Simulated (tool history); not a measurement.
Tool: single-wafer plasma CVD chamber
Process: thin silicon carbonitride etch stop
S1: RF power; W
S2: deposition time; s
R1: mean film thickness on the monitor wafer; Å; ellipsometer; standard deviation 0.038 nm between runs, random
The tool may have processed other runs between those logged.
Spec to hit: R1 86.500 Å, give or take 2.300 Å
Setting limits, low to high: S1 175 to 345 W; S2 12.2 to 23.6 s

Run 1, day 0.000: S1 260 W, S2 17.9 s. Result: R1 105.520 Å.
Run 2, day 0.275: S1 255 W, S2 17.4 s. Result: R1 102.190 Å.
Run 3, day 0.521: S1 285 W, S2 17.4 s. Result: R1 104.990 Å.
Run 4, day 0.804: S1 315 W, S2 17.4 s. Result: R1 106.610 Å.
Run 5, day 0.871: S1 330 W, S2 17.4 s. Result: R1 107.910 Å.
Run 6, day 0.958: S1 325 W, S2 16.8 s. Result: R1 103.650 Å.
Run 7, day 1.100: S1 320 W, S2 16.3 s. Result: R1 100.300 Å.
Run 8, day 1.371: S1 315 W, S2 15.9 s. Result: R1 97.499 Å.
Run 9, day 1.488: S1 310 W, S2 15.6 s. Result: R1 94.860 Å.
Run 10, day 1.758: S1 310 W, S2 15.6 s. Result: R1 95.845 Å.
Run 11, day 1.825: S1 305 W, S2 15.3 s. Result: R1 93.280 Å.
Run 12, day 1.846: S1 305 W, S2 15.1 s. Result: R1 92.220 Å.

Next run, 5 choices. One meets every target within its allowed miss, the rest don't. Which?
Run A, day 1.867: S1 300 W, S2 15.7 s. Result: R1 ?.
Run B, day 1.867: S1 275 W, S2 14.4 s. Result: R1 ?.
Run C, day 1.867: S1 280 W, S2 15.3 s. Result: R1 ?.
Run D, day 1.867: S1 305 W, S2 16.7 s. Result: R1 ?.
Run E, day 1.867: S1 280 W, S2 15.8 s. Result: R1 ?.

move       R1
   A   96.003
   B   86.456
   C   92.205
   D  102.480
   E   95.218
A: moves away from the targets compared with the last run
B: every result lands within tolerance
C: as far off as the last run
D: moves away from the targets compared with the last run
E: moves away from the targets compared with the last run
The move that meets every target is B.

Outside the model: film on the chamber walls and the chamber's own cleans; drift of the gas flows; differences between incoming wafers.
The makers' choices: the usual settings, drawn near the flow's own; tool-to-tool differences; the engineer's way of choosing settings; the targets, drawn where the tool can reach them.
